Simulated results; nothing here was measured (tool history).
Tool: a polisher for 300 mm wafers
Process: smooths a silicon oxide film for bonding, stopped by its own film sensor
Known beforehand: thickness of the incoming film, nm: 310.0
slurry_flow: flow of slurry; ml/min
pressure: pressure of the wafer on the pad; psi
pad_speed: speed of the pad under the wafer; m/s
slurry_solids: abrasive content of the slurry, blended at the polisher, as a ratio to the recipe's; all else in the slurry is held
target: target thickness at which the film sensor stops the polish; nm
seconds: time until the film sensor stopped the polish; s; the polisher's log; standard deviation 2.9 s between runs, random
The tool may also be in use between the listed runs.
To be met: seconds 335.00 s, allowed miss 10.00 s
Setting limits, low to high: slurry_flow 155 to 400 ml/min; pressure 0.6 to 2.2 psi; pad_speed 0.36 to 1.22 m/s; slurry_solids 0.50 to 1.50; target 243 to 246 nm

run  hour  slurry_flow  pressure  pad_speed  slurry_solids  target  seconds
  1   0.0          255       1.4       0.78           1.00     246   166.49
  2   7.2          285       1.4       0.78           1.00     246   165.59
  3  14.5          285       1.4       0.78           1.10     246   160.33
  4  18.5          285       1.3       0.76           1.10     246   175.11
  5  20.0          245       1.3       0.76           1.10     246   174.83
  6  25.6          245       1.2       0.74           1.10     246   195.58
  7  31.6          245       1.1       0.72           1.10     246   218.70
  8  34.1          245       1.0       0.72           1.10     246   236.87
  9  41.3          245       0.9       0.72           1.10     246   264.66

Next run, 4 choices. One meets every target within its allowed miss, the rest don't. Which?
  A  48.5          335       1.0       0.82           1.10     243        ?
  B  48.5          220       0.8       0.70           1.20     243        ?
  C  48.5          255       0.8       0.68           1.00     243        ?
  D  48.5          290       0.9       0.54           1.25     244        ?

move  seconds
   A   219.18
   B   306.15
   C   338.71
   D   317.45
A: lands further from the targets than the last run did
B: gains on the last run, yet a result remains outside its allowed miss
C: meets every target
D: gains on the last run, yet a result remains outside its allowed miss
Go with C: it meets all targets.
